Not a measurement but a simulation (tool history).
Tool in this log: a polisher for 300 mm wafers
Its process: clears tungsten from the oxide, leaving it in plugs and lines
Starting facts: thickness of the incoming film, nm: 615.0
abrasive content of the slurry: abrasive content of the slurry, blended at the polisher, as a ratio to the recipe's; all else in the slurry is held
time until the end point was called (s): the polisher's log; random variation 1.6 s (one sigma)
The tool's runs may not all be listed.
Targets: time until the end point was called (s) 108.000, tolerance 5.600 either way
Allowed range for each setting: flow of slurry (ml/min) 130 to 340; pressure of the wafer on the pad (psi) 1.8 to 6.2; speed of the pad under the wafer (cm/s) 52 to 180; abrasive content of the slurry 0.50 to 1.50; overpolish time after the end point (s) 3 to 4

run,hour,flow of slurry (ml/min),pressure of the wafer on the pad (psi),speed of the pad under the wafer (cm/s),abrasive content of the slurry,overpolish time after the end point (s),time until the end point was called (s)
1,0.0,220,4.0,116,1.00,4,151.490
2,3.2,220,4.3,116,1.00,4,140.420
3,8.6,220,4.3,96,1.00,4,172.470
4,15.4,220,4.9,96,1.00,4,148.300
5,22.9,220,5.2,96,1.00,4,138.250
6,28.0,220,5.2,80,1.00,4,171.390
7,33.8,220,5.4,84,1.00,4,155.110
8,42.8,220,5.6,88,1.00,4,142.900
# hour 46.4: slurry tank refilled with fresh slurry and peroxide
9,46.4,220,5.7,92,1.00,4,120.210
10,51.6,220,5.8,92,1.00,4,117.980
11,54.2,220,5.9,92,1.00,4,117.940
12,55.3,220,6.0,92,1.00,4,114.630

Next run, 4 choices. One meets every target within its allowed miss, the rest don't. Which?
A,56.4,235,6.1,80,0.90,3,?
B,56.4,180,6.1,108,1.15,4,?
C,56.4,225,5.8,104,0.85,4,?
D,56.4,170,5.2,104,0.95,3,?

move,time until the end point was called (s)
A,134.210
B,99.012
C,111.510
D,126.440
A: further off than the last run
B: the result that was furthest off in the last run now lies on the other side of its target
C: all results land within tolerance of their targets
D: further off than the last run
Correct choice: C, which meets every target

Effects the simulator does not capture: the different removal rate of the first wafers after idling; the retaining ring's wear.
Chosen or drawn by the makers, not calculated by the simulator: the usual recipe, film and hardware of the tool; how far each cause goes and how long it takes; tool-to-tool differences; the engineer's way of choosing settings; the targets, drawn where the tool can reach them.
